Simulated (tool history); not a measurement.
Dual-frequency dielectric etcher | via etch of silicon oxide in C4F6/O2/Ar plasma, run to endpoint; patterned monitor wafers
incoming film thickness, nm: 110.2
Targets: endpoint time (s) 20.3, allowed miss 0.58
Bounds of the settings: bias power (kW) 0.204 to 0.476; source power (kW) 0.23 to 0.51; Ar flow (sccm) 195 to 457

run,day,bias power (kW),source power (kW),Ar flow (sccm),endpoint time (s)
1,0,0.34,0.37,326,27.441
2,0.192,0.367,0.37,326,26.68
3,0.429,0.414,0.37,326,24.928
4,0.7,0.425,0.39,320,23.997
5,0.962,0.425,0.33,320,25.525
6,1.146,0.425,0.33,362,25.983
7,1.412,0.434,0.36,353,24.592
8,1.7,0.434,0.36,353,24.61
9,1.783,0.442,0.38,350,24.066
10,2.017,0.448,0.4,343,23.237
11,2.308,0.453,0.42,339,22.44

Which of these 5 next moves meets every target?
A,2.6,0.476,0.46,266,?
B,2.6,0.423,0.36,417,?
C,2.6,0.403,0.46,367,?
D,2.6,0.408,0.41,354,?
E,2.6,0.448,0.37,331,?

move,endpoint time (s)
A,20.326
B,25.336
C,22.979
D,23.903
E,23.648
A: meets every target
B: further off than the last run
C: further off than the last run
D: further off than the last run
E: further off than the last run
Answer: A
